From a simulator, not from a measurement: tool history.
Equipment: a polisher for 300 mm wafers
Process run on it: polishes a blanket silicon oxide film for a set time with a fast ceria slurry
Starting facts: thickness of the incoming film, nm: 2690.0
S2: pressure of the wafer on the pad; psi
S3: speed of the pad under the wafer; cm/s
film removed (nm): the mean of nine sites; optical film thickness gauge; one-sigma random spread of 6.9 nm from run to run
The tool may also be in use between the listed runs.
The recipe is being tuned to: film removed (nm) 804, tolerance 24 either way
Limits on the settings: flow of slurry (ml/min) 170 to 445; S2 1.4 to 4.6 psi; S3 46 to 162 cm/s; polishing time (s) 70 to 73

Run 1, hour 0: flow of slurry (ml/min) 285, S2 3 psi, S3 104 cm/s, polishing time (s) 70. Result: film removed (nm) 1086.3.
Run 2, hour 7.6: flow of slurry (ml/min) 285, S2 3 psi, S3 104 cm/s, polishing time (s) 70. Result: film removed (nm) 1091.5.
Run 3, hour 8.9: flow of slurry (ml/min) 285, S2 3 psi, S3 104 cm/s, polishing time (s) 70. Result: film removed (nm) 1091.2.
Run 4, hour 13.8: flow of slurry (ml/min) 215, S2 3 psi, S3 104 cm/s, polishing time (s) 70. Result: film removed (nm) 1083.1.
Run 5, hour 18.1: flow of slurry (ml/min) 215, S2 3 psi, S3 104 cm/s, polishing time (s) 70. Result: film removed (nm) 1070.1.
Run 6, hour 21.7: flow of slurry (ml/min) 215, S2 2.8 psi, S3 104 cm/s, polishing time (s) 70. Result: film removed (nm) 1006.7.
Run 7, hour 28.4: flow of slurry (ml/min) 215, S2 2.6 psi, S3 104 cm/s, polishing time (s) 70. Result: film removed (nm) 933.64.
Run 8, hour 36.2: flow of slurry (ml/min) 215, S2 2.5 psi, S3 104 cm/s, polishing time (s) 70. Result: film removed (nm) 890.01.
Run 9, hour 41.6: flow of slurry (ml/min) 215, S2 2.4 psi, S3 104 cm/s, polishing time (s) 70. Result: film removed (nm) 849.46.

Of the 4 settings listed for the next run, only one would bring every result within its allowed miss of target. Which one?
Run A, hour 47: flow of slurry (ml/min) 210, S2 2.3 psi, S3 102 cm/s, polishing time (s) 70. Result: film removed (nm) ?.
Run B, hour 47: flow of slurry (ml/min) 170, S2 3.1 psi, S3 88 cm/s, polishing time (s) 70. Result: film removed (nm) ?.
Run C, hour 47: flow of slurry (ml/min) 200, S2 2.2 psi, S3 118 cm/s, polishing time (s) 73. Result: film removed (nm) ?.
Run D, hour 47: flow of slurry (ml/min) 205, S2 2.4 psi, S3 108 cm/s, polishing time (s) 72. Result: film removed (nm) ?.

move  film removed (nm)
   A             802.98
   B             907.75
   C             920.21
   D             907.13
A: each result inside its tolerance
B: its largest miss is bigger than the last run's
C: its largest miss is bigger than the last run's
D: its largest miss is bigger than the last run's
A meets every target.
